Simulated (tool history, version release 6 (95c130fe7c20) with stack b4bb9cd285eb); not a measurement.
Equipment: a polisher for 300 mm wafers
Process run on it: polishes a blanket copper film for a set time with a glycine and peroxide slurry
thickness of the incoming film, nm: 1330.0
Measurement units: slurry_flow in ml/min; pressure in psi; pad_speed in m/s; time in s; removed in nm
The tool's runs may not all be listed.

run 1 hour=0 | slurry_flow=150 pressure=2 pad_speed=1.1 time=33 | removed=135.44
run 2 hour=7.6 | slurry_flow=150 pressure=2.3 pad_speed=1.1 time=33 | removed=150.26
run 3 hour=14.4 | slurry_flow=150 pressure=1.9 pad_speed=1.1 time=33 | removed=130.36
run 4 hour=20.1 | slurry_flow=150 pressure=2.3 pad_speed=1.1 time=33 | removed=146.51
run 5 hour=25.6 | slurry_flow=150 pressure=2.3 pad_speed=0.86 time=33 | removed=128.41
run 6 hour=34.2 | slurry_flow=150 pressure=2.3 pad_speed=1.06 time=33 | removed=145.97

Estimate the outcome of run 7 from the log above:
run 7 hour=40.9 | slurry_flow=155 pressure=2.5 pad_speed=1.1 time=33 | removed=?

Run 7 came out at removed 161.28 nm.
